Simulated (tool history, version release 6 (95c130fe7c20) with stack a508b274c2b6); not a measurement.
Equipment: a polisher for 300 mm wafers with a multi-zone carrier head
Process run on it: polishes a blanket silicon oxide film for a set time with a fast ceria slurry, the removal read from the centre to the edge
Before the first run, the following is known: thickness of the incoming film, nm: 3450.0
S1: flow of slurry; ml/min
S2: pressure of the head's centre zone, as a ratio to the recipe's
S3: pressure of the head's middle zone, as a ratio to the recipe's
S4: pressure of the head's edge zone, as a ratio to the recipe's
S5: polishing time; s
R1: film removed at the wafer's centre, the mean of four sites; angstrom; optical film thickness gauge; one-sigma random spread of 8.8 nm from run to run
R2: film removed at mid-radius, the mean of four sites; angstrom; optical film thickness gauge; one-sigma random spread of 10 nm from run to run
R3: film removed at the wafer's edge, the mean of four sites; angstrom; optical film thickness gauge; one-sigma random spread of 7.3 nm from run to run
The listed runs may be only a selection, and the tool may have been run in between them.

Run 1, hour 0.0: S1 175 ml/min, S2 1.00, S3 1.00, S4 1.00, S5 63 s. Result: R1 6871.8 angstrom, R2 7175.2 angstrom, R3 6970.5 angstrom.
Run 2, hour 1.4: S1 180 ml/min, S2 0.99, S3 1.02, S4 1.01, S5 64 s. Result: R1 6952.4 angstrom, R2 7516.2 angstrom, R3 7173.9 angstrom.
Run 3, hour 8.7: S1 180 ml/min, S2 0.99, S3 1.09, S4 1.01, S5 64 s. Result: R1 6852.7 angstrom, R2 7859.6 angstrom, R3 7195.3 angstrom.
Run 4, hour 12.0: S1 185 ml/min, S2 0.98, S3 1.10, S4 1.01, S5 64 s. Result: R1 6932.7 angstrom, R2 7752.7 angstrom, R3 7310.4 angstrom.
Run 5, hour 15.9: S1 160 ml/min, S2 0.98, S3 1.10, S4 1.01, S5 64 s. Result: R1 6695.6 angstrom, R2 7721.9 angstrom, R3 7110.6 angstrom.
Run 6, hour 17.2: S1 160 ml/min, S2 0.98, S3 1.10, S4 1.01, S5 73 s. Result: R1 7593.2 angstrom, R2 8946.5 angstrom, R3 7999.5 angstrom.
Run 7, hour 24.5: S1 160 ml/min, S2 0.97, S3 1.11, S4 1.01, S5 73 s. Result: R1 7533.3 angstrom, R2 8973.2 angstrom, R3 8118.8 angstrom.
Run 8, hour 29.2: S1 160 ml/min, S2 0.96, S3 1.12, S4 1.01, S5 73 s. Result: R1 7626.2 angstrom, R2 8903.1 angstrom, R3 7917.5 angstrom.

Run 9 has not been measured yet. What should we expect?
At hour 32.7: slurry nozzle cleaned.
Run 9, hour 32.7: S1 155 ml/min, S2 0.96, S3 1.13, S4 1.02, S5 73 s. Result: R1 ?, R2 ?, R3 ?.

For run 9 the tool returned R1 7934.8 angstrom, R2 9490.7 angstrom, R3 8555.5 angstrom.
